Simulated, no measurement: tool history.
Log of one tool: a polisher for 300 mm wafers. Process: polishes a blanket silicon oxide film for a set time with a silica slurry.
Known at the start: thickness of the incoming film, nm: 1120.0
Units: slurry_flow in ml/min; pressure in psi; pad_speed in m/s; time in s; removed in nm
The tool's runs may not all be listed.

run  hour  slurry_flow  pressure  pad_speed  slurry_solids  time  removed
  1   0.0          205       4.1       1.34            1.0    48  151.560
  2   7.5          205       3.6       1.34            1.0    48  136.120
  3  16.0          200       3.2       1.26            1.0    48  114.440
  4  22.3          195       2.9       1.22            1.0    48  103.140
  5  23.9          150       2.9       1.22            1.0    48   98.900
  6  25.3          130       2.9       1.22            1.0    48   94.041
  7  31.4          130       2.7       1.22            1.0    48   87.512
  8  37.3          130       2.6       1.22            1.0    48   85.934
  9  43.2          130       1.9       1.20            1.0    48   62.158
 10  48.0          165       2.3       1.20            1.0    48   78.831

Run 11 comes next. What will it give?
 11  55.2          160       2.3       1.20            1.0    48        ?

removed: 79.448 nm

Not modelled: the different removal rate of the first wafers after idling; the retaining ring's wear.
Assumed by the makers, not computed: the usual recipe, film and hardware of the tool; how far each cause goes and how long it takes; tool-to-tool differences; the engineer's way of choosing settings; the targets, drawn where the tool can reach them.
